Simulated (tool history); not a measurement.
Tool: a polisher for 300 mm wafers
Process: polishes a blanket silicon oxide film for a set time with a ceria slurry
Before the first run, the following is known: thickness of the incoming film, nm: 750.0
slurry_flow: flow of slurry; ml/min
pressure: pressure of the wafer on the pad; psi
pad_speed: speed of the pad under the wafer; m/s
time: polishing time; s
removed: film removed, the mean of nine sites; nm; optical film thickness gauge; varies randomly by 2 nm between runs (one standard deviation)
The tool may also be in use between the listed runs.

run	hour	slurry_flow	pressure	pad_speed	time	removed
1	0.0	315	2.8	1.34	35	150.29
2	8.0	315	3.0	1.34	35	162.04
3	13.1	315	3.2	1.34	35	169.41
4	18.0	315	3.2	1.04	35	136.53
5	24.8	315	2.6	1.04	35	112.47
6	29.9	315	3.0	1.06	35	131.44
7	32.1	315	3.3	1.08	35	145.25
8	40.9	315	3.6	1.10	35	158.43
9	44.3	315	3.8	1.14	35	176.74

The next listed run, before its measurement:
10	50.0	315	4.4	1.16	35	?

Run 10 gave removed 204.04 nm.
